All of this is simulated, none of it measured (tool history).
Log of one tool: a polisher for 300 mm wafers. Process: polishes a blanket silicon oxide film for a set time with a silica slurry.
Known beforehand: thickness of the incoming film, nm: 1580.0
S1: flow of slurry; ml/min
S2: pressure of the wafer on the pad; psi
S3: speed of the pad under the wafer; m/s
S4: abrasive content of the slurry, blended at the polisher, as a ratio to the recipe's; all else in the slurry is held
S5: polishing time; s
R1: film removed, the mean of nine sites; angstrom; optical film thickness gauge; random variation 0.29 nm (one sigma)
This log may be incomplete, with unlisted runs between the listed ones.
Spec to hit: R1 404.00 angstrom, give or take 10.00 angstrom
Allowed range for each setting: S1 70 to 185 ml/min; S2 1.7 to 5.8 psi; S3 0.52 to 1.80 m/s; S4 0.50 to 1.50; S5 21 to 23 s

run,hour,S1,S2,S3,S4,S5,R1
1,0.0,120,3.7,1.16,1.00,23,776.86
2,3.8,120,3.1,1.16,1.00,23,669.70
3,12.6,120,3.1,1.16,1.15,23,707.60
4,19.2,115,2.9,1.12,1.15,23,654.57
5,24.9,110,2.7,1.08,1.15,23,589.42
6,27.9,110,1.9,1.08,1.15,23,458.97
7,34.0,80,1.7,1.04,1.15,23,374.16
8,39.7,85,1.7,1.04,1.15,23,384.70
9,46.9,90,1.7,1.04,1.15,23,388.33

Which single option among these 5 for the next run brings every result within its allowed miss of target? Just one does.
A,54.1,125,2.2,0.96,0.85,21,?
B,54.1,105,1.7,0.98,1.10,22,?
C,54.1,100,2.2,0.82,0.95,23,?
D,54.1,100,1.7,1.10,1.30,21,?
E,54.1,75,1.8,1.12,1.00,23,?

move,R1
A,387.30
B,369.27
C,383.36
D,401.30
E,375.25
A: its largest miss is bigger than the last run's
B: its largest miss is bigger than the last run's
C: its largest miss is bigger than the last run's
D: hits every target within its allowed miss
E: its largest miss is bigger than the last run's
So the answer is move D, the one that meets all the targets.

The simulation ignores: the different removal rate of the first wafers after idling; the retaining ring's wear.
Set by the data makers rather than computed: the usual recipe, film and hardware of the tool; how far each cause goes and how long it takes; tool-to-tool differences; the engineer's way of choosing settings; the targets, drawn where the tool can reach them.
